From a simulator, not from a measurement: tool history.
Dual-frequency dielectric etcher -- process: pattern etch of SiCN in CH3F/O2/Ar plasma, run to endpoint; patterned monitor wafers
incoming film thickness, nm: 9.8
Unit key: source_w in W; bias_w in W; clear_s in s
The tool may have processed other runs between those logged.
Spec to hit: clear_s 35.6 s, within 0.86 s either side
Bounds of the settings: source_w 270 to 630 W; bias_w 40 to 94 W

run,hour,source_w,bias_w,clear_s
1,0,450,67,26.15
2,2.5,450,57,28.921
3,7.9,500,57,28.069
4,14.2,420,57,30.269
5,16.6,400,56,30.764
6,20.9,380,55,31.48
7,24.9,360,54,31.771
8,32.8,350,52,33.657
9,39.1,340,52,33.378
10,44.9,330,52,34.032
11,46.8,320,52,34.461
12,48.1,310,52,34.602

Pick the move, out of 5, that brings all results within their allowed miss; only one does.
A,49.4,320,54,?
B,49.4,300,50,?
C,49.4,330,54,?
D,49.4,380,49,?
E,49.4,300,57,?

move,clear_s
A,33.836
B,36.189
C,33.514
D,33.994
E,33.413
A: its largest miss is bigger than the last run's
B: every result within its allowed miss
C: its largest miss is bigger than the last run's
D: its largest miss is bigger than the last run's
E: its largest miss is bigger than the last run's
The right move is B.
